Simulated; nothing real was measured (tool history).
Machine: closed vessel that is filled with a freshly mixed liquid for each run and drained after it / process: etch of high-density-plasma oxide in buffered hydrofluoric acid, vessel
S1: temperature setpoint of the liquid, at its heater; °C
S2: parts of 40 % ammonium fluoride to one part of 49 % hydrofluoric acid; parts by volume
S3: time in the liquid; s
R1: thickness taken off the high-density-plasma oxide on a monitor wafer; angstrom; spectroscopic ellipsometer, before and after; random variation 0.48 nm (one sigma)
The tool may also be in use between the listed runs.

run,hour,S1,S2,S3,R1
1,0,23,21.5,95,732.58
2,5.6,22.5,21.5,95,717.25
3,12.1,22.5,21.5,95,708.92
4,15.6,22.5,21.5,100,761.66
5,24.6,22.5,21.5,100,755.23
6,32.8,22,21.5,100,738.32

What will run 7 give?
7,36.8,22,21.5,100,?

Run 7 came out at R1 738.24 angstrom.
